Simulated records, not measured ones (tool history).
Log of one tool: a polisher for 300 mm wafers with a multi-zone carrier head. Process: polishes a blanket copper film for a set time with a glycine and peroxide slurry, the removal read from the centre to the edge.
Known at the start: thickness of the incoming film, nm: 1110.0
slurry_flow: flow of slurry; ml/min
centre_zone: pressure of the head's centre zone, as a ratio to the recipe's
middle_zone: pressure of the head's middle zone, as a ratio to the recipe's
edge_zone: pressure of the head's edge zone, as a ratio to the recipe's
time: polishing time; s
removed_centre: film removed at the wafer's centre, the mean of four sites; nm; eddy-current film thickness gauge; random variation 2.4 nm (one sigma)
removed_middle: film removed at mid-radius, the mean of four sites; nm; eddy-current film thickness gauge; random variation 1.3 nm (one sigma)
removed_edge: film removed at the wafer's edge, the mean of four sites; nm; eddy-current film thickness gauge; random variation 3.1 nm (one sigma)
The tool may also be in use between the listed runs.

| run | day | slurry_flow | centre_zone | middle_zone | edge_zone | time | removed_centre | removed_middle | removed_edge |
|---|---|---|---|---|---|---|---|---|---|
| 1 | 0.000 | 145 | 1.00 | 1.00 | 1.00 | 53 | 183.95 | 177.48 | 188.18 |
| 2 | 0.108 | 155 | 1.01 | 1.00 | 1.04 | 54 | 195.28 | 185.07 | 197.64 |
| 3 | 0.371 | 155 | 1.01 | 1.00 | 1.04 | 46 | 164.00 | 155.41 | 165.26 |
| 4 | 0.438 | 150 | 1.02 | 0.99 | 1.07 | 49 | 178.96 | 164.73 | 180.58 |
| 5 | 0.533 | 145 | 1.02 | 0.99 | 1.09 | 51 | 178.22 | 168.54 | 186.17 |
| 6 | 0.604 | 155 | 1.02 | 0.98 | 1.11 | 53 | 190.42 | 176.81 | 196.35 |

Run 7 comes next. What will it give?
| 7 | 0.704 | 155 | 1.02 | 0.97 | 1.13 | 55 | ? | ? | ? |

removed_centre: 199.96 nm
removed_middle: 182.66 nm
removed_edge: 209.84 nm
